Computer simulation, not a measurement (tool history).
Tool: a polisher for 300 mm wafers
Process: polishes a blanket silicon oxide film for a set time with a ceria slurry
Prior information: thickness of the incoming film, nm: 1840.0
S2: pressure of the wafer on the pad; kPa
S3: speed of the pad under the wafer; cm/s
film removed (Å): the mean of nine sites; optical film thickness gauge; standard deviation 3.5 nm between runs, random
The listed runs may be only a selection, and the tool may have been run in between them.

Run 1, hour 0.0: flow of slurry (ml/min) 205, S2 26.2 kPa, S3 122 cm/s, polishing time (s) 83. Result: film removed (Å) 3962.1.
Run 2, hour 3.0: flow of slurry (ml/min) 205, S2 26.2 kPa, S3 122 cm/s, polishing time (s) 88. Result: film removed (Å) 4174.2.
Run 3, hour 5.0: flow of slurry (ml/min) 205, S2 28.3 kPa, S3 122 cm/s, polishing time (s) 88. Result: film removed (Å) 4559.8.
Run 4, hour 12.3: flow of slurry (ml/min) 205, S2 26.9 kPa, S3 122 cm/s, polishing time (s) 88. Result: film removed (Å) 4439.7.
Run 5, hour 13.1: flow of slurry (ml/min) 205, S2 25.5 kPa, S3 122 cm/s, polishing time (s) 88. Result: film removed (Å) 4169.5.
Run 6, hour 17.1: flow of slurry (ml/min) 205, S2 25.5 kPa, S3 122 cm/s, polishing time (s) 88. Result: film removed (Å) 4149.9.
At hour 25.0: worn pad replaced by a new one.
Run 7, hour 25.0: flow of slurry (ml/min) 205, S2 25.5 kPa, S3 122 cm/s, polishing time (s) 88. Result: film removed (Å) 4549.7.
Run 8, hour 28.3: flow of slurry (ml/min) 205, S2 24.8 kPa, S3 116 cm/s, polishing time (s) 88. Result: film removed (Å) 4234.6.

Run 9 comes next. What will it give?
Run 9, hour 29.9: flow of slurry (ml/min) 205, S2 23.4 kPa, S3 114 cm/s, polishing time (s) 88. Result: film removed (Å) ?.

{"run 9": {"film removed (Å)": 3989.7}}

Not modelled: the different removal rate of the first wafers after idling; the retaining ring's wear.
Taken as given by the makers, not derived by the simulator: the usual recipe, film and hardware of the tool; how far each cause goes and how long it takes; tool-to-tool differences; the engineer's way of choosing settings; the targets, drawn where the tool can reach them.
